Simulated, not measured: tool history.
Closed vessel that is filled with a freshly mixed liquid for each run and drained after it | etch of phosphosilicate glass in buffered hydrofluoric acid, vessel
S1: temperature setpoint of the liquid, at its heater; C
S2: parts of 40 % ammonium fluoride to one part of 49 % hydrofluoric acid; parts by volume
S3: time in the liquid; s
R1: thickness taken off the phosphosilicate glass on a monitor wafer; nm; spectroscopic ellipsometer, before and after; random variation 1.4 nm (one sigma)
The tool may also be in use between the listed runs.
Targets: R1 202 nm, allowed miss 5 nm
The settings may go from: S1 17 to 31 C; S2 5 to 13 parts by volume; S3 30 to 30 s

run    day    S1   S2  S3      R1
  1      0    23    8  30  113.14
  2  0.142    23    7  30  131.55
  3  0.333    23    9  30  106.16
  4  0.617  25.5  8.5  30  126.81
  5  0.883    24  8.5  30  115.64
  6   1.25    26    8  30  135.93
     1.321  -- hydrofluoric acid flow meter replaced
  7  1.321  27.5  7.5  30  176.36
  8   1.55    29  7.5  30  191.25

4 next moves are on the table. One of them brings every result within its allowed miss. Which?
  A  1.779    30  7.5  30   ?
  B  1.779    31  7.5  30   ?
  C  1.779  28.5  7.5  30   ?
  D  1.779    28    8  30   ?

move      R1
   A  202.23
   B  213.07
   C  186.88
   D  169.74
A: meets every target
B: takes the result that was furthest off past its target
C: further off than the last run
D: further off than the last run
Answer: A
